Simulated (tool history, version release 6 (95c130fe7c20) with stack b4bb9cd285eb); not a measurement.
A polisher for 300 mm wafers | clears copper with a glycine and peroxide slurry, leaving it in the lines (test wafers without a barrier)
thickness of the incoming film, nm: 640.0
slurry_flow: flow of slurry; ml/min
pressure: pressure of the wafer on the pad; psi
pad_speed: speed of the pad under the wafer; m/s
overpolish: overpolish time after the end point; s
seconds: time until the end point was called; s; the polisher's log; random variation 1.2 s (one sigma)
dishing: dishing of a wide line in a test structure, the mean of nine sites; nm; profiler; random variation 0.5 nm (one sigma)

| run | hour | slurry_flow | pressure | pad_speed | overpolish | seconds | dishing |
|---|---|---|---|---|---|---|---|
| 1 | 0.0 | 230 | 3.3 | 0.96 | 19 | 114.180 | 71.677 |
| 2 | 5.3 | 230 | 3.3 | 0.96 | 26 | 116.060 | 91.646 |
| 3 | 8.1 | 230 | 3.3 | 0.98 | 22 | 110.600 | 80.634 |
| 4 | 11.6 | 230 | 3.3 | 1.02 | 19 | 105.220 | 74.651 |
| 5 | 17.3 | 230 | 3.3 | 1.04 | 16 | 105.830 | 64.381 |
| 6 | 25.1 | 175 | 3.3 | 1.04 | 16 | 107.270 | 62.999 |
| 7 | 33.5 | 180 | 3.4 | 1.06 | 14 | 104.220 | 59.553 |

The next listed run, before its measurement:
| 8 | 40.0 | 190 | 3.5 | 1.08 | 12 | ? | ? |

Run 8 gave seconds 99.006 s, dishing 53.247 nm.

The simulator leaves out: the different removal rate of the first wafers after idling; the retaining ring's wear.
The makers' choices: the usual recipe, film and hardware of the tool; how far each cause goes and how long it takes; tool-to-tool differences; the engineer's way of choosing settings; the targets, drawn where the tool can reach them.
